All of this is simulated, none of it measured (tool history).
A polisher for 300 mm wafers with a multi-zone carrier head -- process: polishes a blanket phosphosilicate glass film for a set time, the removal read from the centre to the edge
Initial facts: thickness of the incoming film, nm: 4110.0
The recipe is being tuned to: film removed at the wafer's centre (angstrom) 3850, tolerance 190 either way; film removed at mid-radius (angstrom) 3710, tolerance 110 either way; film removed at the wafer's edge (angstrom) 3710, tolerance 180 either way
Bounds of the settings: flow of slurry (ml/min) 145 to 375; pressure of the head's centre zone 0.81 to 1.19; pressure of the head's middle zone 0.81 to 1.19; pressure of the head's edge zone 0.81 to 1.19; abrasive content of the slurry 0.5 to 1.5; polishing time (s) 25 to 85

run,hour,flow of slurry (ml/min),pressure of the head's centre zone,pressure of the head's middle zone,pressure of the head's edge zone,abrasive content of the slurry,polishing time (s),film removed at the wafer's centre (angstrom),film removed at mid-radius (angstrom),film removed at the wafer's edge (angstrom)
1,0,240,1,1,1,1,55,6716.4,6705.2,6889.2
2,2,275,1,1,1,1,55,6703.6,6928,7000.4
3,3.7,265,1,0.98,0.96,0.85,50,5687.6,5574.7,5713.9
4,9.8,265,1,0.98,0.96,0.85,39,4406.2,4400.6,4404.1
5,15.3,260,0.99,0.97,0.93,0.8,39,4209.4,4240.9,4254.7
6,20.1,260,1.06,0.97,0.93,0.8,39,4549.1,4203.7,4225.9
7,22.4,255,1.04,0.96,0.9,0.75,39,4430.2,4019.2,4102.7
8,24.8,255,1.02,0.96,0.89,0.7,39,4007.1,3890.4,3906.7
9,26.9,250,1.02,0.96,0.88,0.7,39,4141.2,3891.9,3909.9
10,33,245,1.01,0.96,0.87,0.7,39,4038.1,3909.7,3924.3
11,34.9,245,1.01,0.96,0.86,0.7,39,3995.3,3908.9,3849.5
12,37.3,240,1.01,0.95,0.85,0.7,39,3963.7,3931.2,3737.3
13,44.3,240,1.01,0.94,0.86,0.7,39,4123,3804,3848.1
14,45.7,240,1,0.94,0.85,0.7,39,3972.4,3827.5,3779.5

Below are 5 possible settings for the next run. Only one of them brings all results inside the allowed miss of their targets. Which is it?
A,47.1,165,1.02,0.9,0.83,0.65,44,?,?,?
B,47.1,260,0.91,0.94,0.91,0.55,47,?,?,?
C,47.1,240,0.96,0.91,0.82,1.05,32,?,?,?
D,47.1,245,0.9,0.97,0.92,0.6,40,?,?,?
E,47.1,185,1.03,0.9,0.9,0.5,45,?,?,?

move,film removed at the wafer's centre (angstrom),film removed at mid-radius (angstrom),film removed at the wafer's edge (angstrom)
A,4275.9,3905.6,3960.4
B,3925.5,4146.5,4166.4
C,3883.9,3787.2,3741.5
D,3450.2,3785.4,3727
E,3862.3,3486.6,3652.4
A: misses by more than the last run did
B: misses by more than the last run did
C: all results in spec
D: corrects the largest miss of the last run, while another result sits out of spec
E: takes the biggest miss from the last run beyond its target
C is the move that brings every result within its allowed miss.
